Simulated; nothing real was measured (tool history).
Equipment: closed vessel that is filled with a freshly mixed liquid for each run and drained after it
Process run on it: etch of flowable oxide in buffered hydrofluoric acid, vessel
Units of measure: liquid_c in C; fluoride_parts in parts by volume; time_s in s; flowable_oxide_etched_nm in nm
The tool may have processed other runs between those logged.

run 1 hour=0 | liquid_c=22 fluoride_parts=15.5 time_s=105 | flowable_oxide_etched_nm=342.28
run 2 hour=2.5 | liquid_c=21 fluoride_parts=16 time_s=105 | flowable_oxide_etched_nm=314.82
run 3 hour=3.2 | liquid_c=20 fluoride_parts=16.5 time_s=105 | flowable_oxide_etched_nm=287.3
run 4 hour=7.2 | liquid_c=19.5 fluoride_parts=17 time_s=105 | flowable_oxide_etched_nm=272.86
run 5 hour=9.2 | liquid_c=19.5 fluoride_parts=15.5 time_s=105 | flowable_oxide_etched_nm=295
run 6 hour=12.7 | liquid_c=19.5 fluoride_parts=14 time_s=105 | flowable_oxide_etched_nm=328.07
run 7 hour=15.5 | liquid_c=19 fluoride_parts=15 time_s=105 | flowable_oxide_etched_nm=300.31
run 8 hour=16.9 | liquid_c=18.5 fluoride_parts=15.5 time_s=105 | flowable_oxide_etched_nm=281.3

What will run 9 give?
run 9 hour=17.8 | liquid_c=18 fluoride_parts=16 time_s=105 | flowable_oxide_etched_nm=?

Run 9 gave flowable_oxide_etched_nm 265.74 nm.

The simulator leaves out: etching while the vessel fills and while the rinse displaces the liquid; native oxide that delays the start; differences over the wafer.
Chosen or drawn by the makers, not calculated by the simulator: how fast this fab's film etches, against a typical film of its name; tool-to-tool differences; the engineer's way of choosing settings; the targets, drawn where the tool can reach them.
